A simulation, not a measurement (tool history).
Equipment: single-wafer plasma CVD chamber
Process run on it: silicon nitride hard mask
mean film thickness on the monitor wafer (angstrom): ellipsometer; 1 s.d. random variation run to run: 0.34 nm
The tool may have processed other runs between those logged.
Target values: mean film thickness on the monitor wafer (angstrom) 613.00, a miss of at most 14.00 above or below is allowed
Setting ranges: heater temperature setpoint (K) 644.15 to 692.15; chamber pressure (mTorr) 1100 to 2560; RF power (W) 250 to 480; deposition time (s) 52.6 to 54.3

run    day  heater temperature setpoint (K)  chamber pressure (mTorr)  RF power (W)  deposition time (s)  mean film thickness on the monitor wafer (angstrom)
  1  0.000                           668.15                      1830           365                 52.6                                               672.76
  2  0.321                           668.15                      1830           365                 54.3                                               700.41
  3  0.479                           658.15                      1830           365                 54.3                                               700.04
  4  0.542                           658.15                      1830           345                 54.3                                               676.65
  5  0.838                           658.15                      1790           345                 54.3                                               680.39
  6  0.950                           658.15                      1760           340                 54.2                                               655.65
  7  1.221                           658.15                      1740           340                 54.2                                               659.33
  8  1.471                           658.15                      1740           340                 54.2                                               662.53

Consider the 4 candidate settings below. Which is the only one whose results all fall within their allowed miss of target?
  A  1.721                           658.15                      1600           330                 52.6                                                    ?
  B  1.721                           667.15                      2000           380                 54.3                                                    ?
  C  1.721                           656.15                      1940           390                 54.3                                                    ?
  D  1.721                           657.15                      1920           370                 54.3                                                    ?

move  mean film thickness on the monitor wafer (angstrom)
   A                                               620.63
   B                                               732.69
   C                                               743.09
   D                                               717.44
A: in spec on every target
B: lands further from the targets than the last run did
C: lands further from the targets than the last run did
D: lands further from the targets than the last run did
Move A is the one to make.
